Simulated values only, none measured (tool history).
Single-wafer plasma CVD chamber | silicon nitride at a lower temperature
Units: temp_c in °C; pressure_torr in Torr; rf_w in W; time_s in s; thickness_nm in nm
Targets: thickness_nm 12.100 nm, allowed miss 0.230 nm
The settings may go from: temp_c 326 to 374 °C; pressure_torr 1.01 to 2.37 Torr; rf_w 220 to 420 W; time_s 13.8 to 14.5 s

{"run": 1, "day": 0.0, "temp_c": 350, "pressure_torr": 1.69, "rf_w": 320, "time_s": 14.5, "thickness_nm": 15.771}
{"run": 2, "day": 0.038, "temp_c": 350, "pressure_torr": 1.69, "rf_w": 305, "time_s": 14.5, "thickness_nm": 15.139}
{"run": 3, "day": 0.404, "temp_c": 350, "pressure_torr": 1.69, "rf_w": 340, "time_s": 14.5, "thickness_nm": 16.65}
{"run": 4, "day": 0.646, "temp_c": 350, "pressure_torr": 1.97, "rf_w": 340, "time_s": 14.5, "thickness_nm": 17.535}
{"run": 5, "day": 0.804, "temp_c": 350, "pressure_torr": 1.97, "rf_w": 340, "time_s": 13.8, "thickness_nm": 16.657}
{"run": 6, "day": 1.162, "temp_c": 350, "pressure_torr": 1.97, "rf_w": 340, "time_s": 13.8, "thickness_nm": 16.704}
{"run": 7, "day": 1.396, "temp_c": 351, "pressure_torr": 1.63, "rf_w": 290, "time_s": 13.8, "thickness_nm": 13.605}
{"run": 8, "day": 1.525, "temp_c": 351, "pressure_torr": 1.46, "rf_w": 285, "time_s": 13.8, "thickness_nm": 12.856}
{"run": 9, "day": 1.558, "temp_c": 351, "pressure_torr": 1.38, "rf_w": 285, "time_s": 13.8, "thickness_nm": 12.558}
{"run": 10, "day": 1.892, "temp_c": 351, "pressure_torr": 1.34, "rf_w": 285, "time_s": 13.8, "thickness_nm": 12.536}

5 next moves are on the table. One of them brings every result within its allowed miss. Which?
{"run": "A", "day": 2.225, "temp_c": 357, "pressure_torr": 1.4, "rf_w": 285, "time_s": 13.8, "thickness_nm": "?"}
{"run": "B", "day": 2.225, "temp_c": 355, "pressure_torr": 1.31, "rf_w": 265, "time_s": 14.5, "thickness_nm": "?"}
{"run": "C", "day": 2.225, "temp_c": 353, "pressure_torr": 1.55, "rf_w": 275, "time_s": 13.8, "thickness_nm": "?"}
{"run": "D", "day": 2.225, "temp_c": 352, "pressure_torr": 1.01, "rf_w": 330, "time_s": 13.9, "thickness_nm": "?"}
{"run": "E", "day": 2.225, "temp_c": 354, "pressure_torr": 1.16, "rf_w": 310, "time_s": 13.8, "thickness_nm": "?"}

move=A thickness_nm=12.575
move=B thickness_nm=11.976
move=C thickness_nm=12.608
move=D thickness_nm=12.624
move=E thickness_nm=12.635
A: further off than the last run
B: meets every target
C: further off than the last run
D: further off than the last run
E: further off than the last run
The right move is B.

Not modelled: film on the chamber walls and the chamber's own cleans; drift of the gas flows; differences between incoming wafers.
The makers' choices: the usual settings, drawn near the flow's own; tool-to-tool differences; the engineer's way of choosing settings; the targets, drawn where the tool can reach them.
